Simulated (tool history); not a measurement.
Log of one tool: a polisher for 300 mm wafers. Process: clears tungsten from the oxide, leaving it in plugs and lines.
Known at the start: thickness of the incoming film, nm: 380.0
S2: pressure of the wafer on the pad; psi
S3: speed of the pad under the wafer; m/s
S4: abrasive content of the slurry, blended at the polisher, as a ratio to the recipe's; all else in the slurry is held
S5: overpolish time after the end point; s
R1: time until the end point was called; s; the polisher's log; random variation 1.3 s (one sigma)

{"run": 1, "hour": 0.0, "flow of slurry (ml/min)": 300, "S2": 4.1, "S3": 1.34, "S4": 1, "S5": 40, "R1": 49.048}
{"run": 2, "hour": 6.1, "flow of slurry (ml/min)": 300, "S2": 3.7, "S3": 1.26, "S4": 1, "S5": 40, "R1": 56.353}
{"run": 3, "hour": 11.7, "flow of slurry (ml/min)": 300, "S2": 3.4, "S3": 1.18, "S4": 1, "S5": 40, "R1": 63.026}
{"run": 4, "hour": 17.0, "flow of slurry (ml/min)": 300, "S2": 3.7, "S3": 1.18, "S4": 1, "S5": 40, "R1": 59.166}
{"run": 5, "hour": 25.7, "flow of slurry (ml/min)": 300, "S2": 3.4, "S3": 1.1, "S4": 1, "S5": 40, "R1": 67.557}
{"run": 6, "hour": 32.1, "flow of slurry (ml/min)": 300, "S2": 3.2, "S3": 1.04, "S4": 1, "S5": 40, "R1": 75.527}
{"run": 7, "hour": 33.8, "flow of slurry (ml/min)": 300, "S2": 3, "S3": 1, "S4": 1, "S5": 40, "R1": 81.921}

Forecast run 8:
{"run": 8, "hour": 35.0, "flow of slurry (ml/min)": 300, "S2": 3, "S3": 1, "S4": 1, "S5": 40, "R1": "?"}

{"run 8": {"R1": 82.784}}
